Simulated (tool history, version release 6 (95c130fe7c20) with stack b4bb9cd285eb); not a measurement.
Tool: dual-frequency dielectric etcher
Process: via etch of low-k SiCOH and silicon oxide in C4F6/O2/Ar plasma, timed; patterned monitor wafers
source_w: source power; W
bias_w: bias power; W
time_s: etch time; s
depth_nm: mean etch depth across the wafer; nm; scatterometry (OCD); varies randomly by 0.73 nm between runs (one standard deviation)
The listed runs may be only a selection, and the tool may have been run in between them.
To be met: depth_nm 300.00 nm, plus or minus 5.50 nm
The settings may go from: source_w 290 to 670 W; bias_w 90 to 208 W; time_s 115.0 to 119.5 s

| run | hour | source_w | bias_w | time_s | depth_nm |
|---|---|---|---|---|---|
| 1 | 0.0 | 480 | 149 | 115.0 | 336.64 |
| 2 | 2.3 | 480 | 149 | 115.0 | 337.86 |
| 3 | 6.3 | 480 | 161 | 115.0 | 350.24 |
| 4 | 13.9 | 430 | 159 | 115.0 | 336.46 |
| 5 | 19.2 | 430 | 180 | 115.0 | 358.05 |
| 6 | 21.1 | 370 | 180 | 115.0 | 345.18 |
| 7 | 27.2 | 350 | 171 | 115.0 | 333.90 |
| 8 | 28.0 | 330 | 163 | 115.0 | 321.87 |

4 next moves are on the table. One of them brings every result within its allowed miss. Which?
| A | 28.8 | 290 | 151 | 115.0 | ? |
| B | 28.8 | 330 | 154 | 115.5 | ? |
| C | 28.8 | 300 | 133 | 116.0 | ? |
| D | 28.8 | 390 | 157 | 118.5 | ? |

| move | depth_nm |
|---|---|
| A | 302.31 |
| B | 314.73 |
| C | 288.40 |
| D | 338.05 |
A: in spec on every target
B: gains on the last run, yet a result remains outside its allowed miss
C: the result that was furthest off in the last run now lies on the other side of its target
D: further off than the last run
Correct choice: A, which meets every target
